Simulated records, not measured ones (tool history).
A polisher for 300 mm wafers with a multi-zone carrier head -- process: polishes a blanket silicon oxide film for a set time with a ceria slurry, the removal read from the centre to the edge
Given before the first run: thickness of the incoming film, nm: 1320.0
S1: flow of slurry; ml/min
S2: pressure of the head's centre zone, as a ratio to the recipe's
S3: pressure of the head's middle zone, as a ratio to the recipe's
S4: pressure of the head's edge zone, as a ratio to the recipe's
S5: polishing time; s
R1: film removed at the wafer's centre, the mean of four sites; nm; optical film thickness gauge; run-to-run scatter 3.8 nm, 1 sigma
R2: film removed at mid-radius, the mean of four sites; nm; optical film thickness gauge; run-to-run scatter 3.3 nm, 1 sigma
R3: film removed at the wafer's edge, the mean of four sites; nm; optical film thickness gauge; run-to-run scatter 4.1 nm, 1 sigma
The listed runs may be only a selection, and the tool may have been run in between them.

| run | day | S1 | S2 | S3 | S4 | S5 | R1 | R2 | R3 |
|---|---|---|---|---|---|---|---|---|---|
| 1 | 0.000 | 160 | 1.00 | 1.00 | 1.00 | 86 | 416.17 | 413.63 | 408.82 |
| 2 | 0.275 | 160 | 1.08 | 1.00 | 1.00 | 86 | 450.62 | 418.73 | 420.62 |
| 3 | 0.388 | 160 | 1.08 | 1.00 | 1.00 | 103 | 538.35 | 486.13 | 506.50 |
| 4 | 0.746 | 160 | 1.12 | 1.00 | 1.00 | 103 | 564.30 | 481.74 | 494.63 |
| 5 | 0.962 | 160 | 1.04 | 1.00 | 1.00 | 103 | 528.88 | 483.16 | 504.03 |
| 6 | 1.196 | 160 | 1.04 | 1.00 | 0.96 | 103 | 514.48 | 495.09 | 486.21 |
| 7 | 1.358 | 140 | 0.98 | 0.92 | 0.86 | 79 | 370.24 | 352.11 | 347.61 |
| 8 | 1.438 | 140 | 0.98 | 0.92 | 0.86 | 79 | 375.71 | 352.13 | 346.18 |
| 9 | 1.758 | 135 | 0.90 | 0.99 | 0.81 | 61 | 258.84 | 284.60 | 270.76 |
| 10 | 2.125 | 140 | 0.91 | 1.00 | 0.81 | 61 | 263.12 | 291.26 | 266.17 |
| 11 | 2.479 | 145 | 0.91 | 1.00 | 0.82 | 61 | 264.01 | 292.65 | 270.75 |

Run 12, settings as shown, results not yet in. Your forecast:
| 12 | 2.817 | 150 | 0.92 | 1.00 | 0.82 | 61 | ? | ? | ? |

{"run 12": {"R1": 265.13, "R2": 287.09, "R3": 266.26}}
